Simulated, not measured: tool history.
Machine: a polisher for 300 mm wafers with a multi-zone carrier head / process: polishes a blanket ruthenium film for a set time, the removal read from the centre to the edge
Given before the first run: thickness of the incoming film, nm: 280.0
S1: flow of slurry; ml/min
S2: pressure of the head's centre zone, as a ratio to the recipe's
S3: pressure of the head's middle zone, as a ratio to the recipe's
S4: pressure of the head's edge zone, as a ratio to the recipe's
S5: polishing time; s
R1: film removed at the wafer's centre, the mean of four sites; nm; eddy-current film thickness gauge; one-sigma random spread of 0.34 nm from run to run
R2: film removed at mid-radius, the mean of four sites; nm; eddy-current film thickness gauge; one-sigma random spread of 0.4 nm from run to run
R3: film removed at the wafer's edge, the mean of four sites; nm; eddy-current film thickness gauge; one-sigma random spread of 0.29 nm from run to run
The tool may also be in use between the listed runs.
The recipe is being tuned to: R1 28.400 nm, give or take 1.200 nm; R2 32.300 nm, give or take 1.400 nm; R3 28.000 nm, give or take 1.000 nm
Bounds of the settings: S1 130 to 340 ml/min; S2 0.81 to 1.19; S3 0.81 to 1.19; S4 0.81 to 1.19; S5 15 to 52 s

run,hour,S1,S2,S3,S4,S5,R1,R2,R3
1,0.0,220,1.00,1.00,1.00,33,37.184,38.169,37.838
2,8.1,220,0.99,1.02,0.95,30,33.549,35.400,33.257
3,9.9,220,0.99,1.02,0.95,36,39.456,41.640,39.806
4,14.6,195,0.99,1.02,0.95,36,38.326,41.775,38.875
5,19.4,175,0.99,1.02,0.95,36,38.068,40.307,38.332
6,25.9,170,0.97,1.03,0.91,33,33.634,37.154,35.193
7,29.4,175,0.98,1.06,0.89,30,31.112,35.012,31.799
8,30.7,170,0.98,1.07,0.82,26,26.539,29.836,26.274
9,36.9,180,0.98,1.08,0.84,26,26.546,29.834,27.453

4 next moves are on the table. One of them brings every result within its allowed miss. Which?
A,43.1,220,0.98,1.09,0.87,26,?,?,?
B,43.1,160,1.09,1.08,0.81,28,?,?,?
C,43.1,135,1.16,1.18,0.81,27,?,?,?
D,43.1,150,0.84,1.18,0.91,28,?,?,?

move,R1,R2,R3
A,28.081,32.264,27.820
B,31.605,32.578,28.034
C,31.021,32.552,26.233
D,23.932,34.699,28.892
A: each result inside its tolerance
B: gets the furthest-off result to its target, but another result is out of tolerance
C: gets the furthest-off result to its target, but another result is out of tolerance
D: takes the biggest miss from the last run beyond its target
The right move is A.
